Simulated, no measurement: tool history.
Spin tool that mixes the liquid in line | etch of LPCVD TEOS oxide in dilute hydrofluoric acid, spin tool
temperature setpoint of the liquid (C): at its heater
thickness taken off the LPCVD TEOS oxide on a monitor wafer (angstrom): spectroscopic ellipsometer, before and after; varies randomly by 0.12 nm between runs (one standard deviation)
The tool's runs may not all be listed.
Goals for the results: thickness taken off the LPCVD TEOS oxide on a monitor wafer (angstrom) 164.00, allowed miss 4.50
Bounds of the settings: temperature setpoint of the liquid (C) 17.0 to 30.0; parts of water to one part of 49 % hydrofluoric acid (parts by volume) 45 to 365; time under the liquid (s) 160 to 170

| run | day | temperature setpoint of the liquid (C) | parts of water to one part of 49 % hydrofluoric acid (parts by volume) | time under the liquid (s) | thickness taken off the LPCVD TEOS oxide on a monitor wafer (angstrom) |
|---|---|---|---|---|---|
| 1 | 0.000 | 22.0 | 205 | 160 | 111.27 |
| 2 | 0.350 | 23.0 | 205 | 160 | 115.73 |
| 3 | 0.388 | 23.5 | 205 | 160 | 118.27 |
| 4 | 0.550 | 24.0 | 205 | 160 | 119.21 |
| 5 | 0.808 | 20.5 | 205 | 160 | 105.82 |
| 6 | 1.167 | 21.5 | 205 | 160 | 109.32 |
|  | 1.362 | thermometer replaced |
| 7 | 1.362 | 22.5 | 205 | 160 | 105.58 |
| 8 | 1.446 | 23.0 | 200 | 160 | 110.98 |
| 9 | 1.642 | 23.5 | 190 | 160 | 120.58 |
| 10 | 1.725 | 24.0 | 185 | 160 | 126.68 |
| 11 | 1.783 | 24.5 | 180 | 160 | 132.24 |
| 12 | 1.883 | 25.0 | 180 | 160 | 133.74 |

4 next moves are on the table. One of them brings every result within its allowed miss. Which?
| A | 1.983 | 25.0 | 150 | 170 | ? |
| B | 1.983 | 25.5 | 165 | 170 | ? |
| C | 1.983 | 25.0 | 170 | 170 | ? |
| D | 1.983 | 23.5 | 140 | 165 | ? |

| move | thickness taken off the LPCVD TEOS oxide on a monitor wafer (angstrom) |
|---|---|
| A | 181.54 |
| B | 165.25 |
| C | 156.53 |
| D | 180.33 |
A: moves the result that the last run missed by most past its target, out the other side
B: all results land within tolerance of their targets
C: closer than the last run, but not yet in spec
D: moves the result that the last run missed by most past its target, out the other side
Answer: B

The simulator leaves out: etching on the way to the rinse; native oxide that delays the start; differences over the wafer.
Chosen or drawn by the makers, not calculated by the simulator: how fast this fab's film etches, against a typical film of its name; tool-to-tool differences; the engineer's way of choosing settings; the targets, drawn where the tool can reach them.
